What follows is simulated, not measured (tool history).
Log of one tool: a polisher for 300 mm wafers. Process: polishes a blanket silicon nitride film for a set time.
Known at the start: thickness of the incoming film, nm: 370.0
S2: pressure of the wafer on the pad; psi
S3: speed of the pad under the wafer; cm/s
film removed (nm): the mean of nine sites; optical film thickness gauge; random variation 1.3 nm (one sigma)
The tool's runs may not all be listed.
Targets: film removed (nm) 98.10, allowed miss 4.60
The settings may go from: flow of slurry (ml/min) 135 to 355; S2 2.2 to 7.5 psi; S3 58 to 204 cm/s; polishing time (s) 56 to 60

Run 1, hour 0.0: flow of slurry (ml/min) 225, S2 4.8 psi, S3 130 cm/s, polishing time (s) 56. Result: film removed (nm) 130.52.
Run 2, hour 7.9: flow of slurry (ml/min) 225, S2 4.8 psi, S3 130 cm/s, polishing time (s) 60. Result: film removed (nm) 137.28.
Run 3, hour 12.5: flow of slurry (ml/min) 225, S2 3.7 psi, S3 130 cm/s, polishing time (s) 60. Result: film removed (nm) 112.00.
Run 4, hour 16.5: flow of slurry (ml/min) 225, S2 3.7 psi, S3 130 cm/s, polishing time (s) 60. Result: film removed (nm) 114.26.
Run 5, hour 18.2: flow of slurry (ml/min) 225, S2 3.5 psi, S3 130 cm/s, polishing time (s) 60. Result: film removed (nm) 108.03.
Run 6, hour 25.8: flow of slurry (ml/min) 225, S2 4.4 psi, S3 130 cm/s, polishing time (s) 60. Result: film removed (nm) 127.61.
Run 7, hour 27.9: flow of slurry (ml/min) 225, S2 4.0 psi, S3 128 cm/s, polishing time (s) 60. Result: film removed (nm) 116.54.
Run 8, hour 31.9: flow of slurry (ml/min) 225, S2 3.8 psi, S3 128 cm/s, polishing time (s) 60. Result: film removed (nm) 115.01.
Run 9, hour 33.6: flow of slurry (ml/min) 225, S2 3.6 psi, S3 128 cm/s, polishing time (s) 60. Result: film removed (nm) 113.48.
Run 10, hour 37.8: flow of slurry (ml/min) 225, S2 3.3 psi, S3 126 cm/s, polishing time (s) 60. Result: film removed (nm) 103.68.

4 next moves are on the table. One of them brings every result within its allowed miss. Which?
Run A, hour 42.0: flow of slurry (ml/min) 245, S2 2.8 psi, S3 158 cm/s, polishing time (s) 60. Result: film removed (nm) ?.
Run B, hour 42.0: flow of slurry (ml/min) 185, S2 3.8 psi, S3 108 cm/s, polishing time (s) 60. Result: film removed (nm) ?.
Run C, hour 42.0: flow of slurry (ml/min) 215, S2 3.6 psi, S3 134 cm/s, polishing time (s) 60. Result: film removed (nm) ?.
Run D, hour 42.0: flow of slurry (ml/min) 245, S2 3.5 psi, S3 124 cm/s, polishing time (s) 60. Result: film removed (nm) ?.

move  film removed (nm)
   A             110.36
   B              97.16
   C             113.26
   D             105.91
A: further off than the last run
B: meets every target
C: further off than the last run
D: further off than the last run
Answer: B
